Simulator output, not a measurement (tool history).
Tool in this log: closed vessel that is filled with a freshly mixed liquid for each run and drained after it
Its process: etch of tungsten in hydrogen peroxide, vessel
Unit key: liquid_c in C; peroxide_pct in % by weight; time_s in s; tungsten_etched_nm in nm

run 1 hour=0 | liquid_c=43 peroxide_pct=19 time_s=30 | tungsten_etched_nm=22.208
run 2 hour=6.3 | liquid_c=41.5 peroxide_pct=19 time_s=30 | tungsten_etched_nm=20.127
run 3 hour=9.9 | liquid_c=41.5 peroxide_pct=16 time_s=30 | tungsten_etched_nm=18.442
run 4 hour=17.3 | liquid_c=38 peroxide_pct=16 time_s=30 | tungsten_etched_nm=14.569
run 5 hour=20 | liquid_c=38 peroxide_pct=14 time_s=30 | tungsten_etched_nm=13.608
run 6 hour=26.6 | liquid_c=38.5 peroxide_pct=14 time_s=30 | tungsten_etched_nm=14.107

Estimate the outcome of run 7 from the log above:
run 7 hour=31.8 | liquid_c=39 peroxide_pct=14 time_s=30 | tungsten_etched_nm=?

tungsten_etched_nm: 14.622 nm
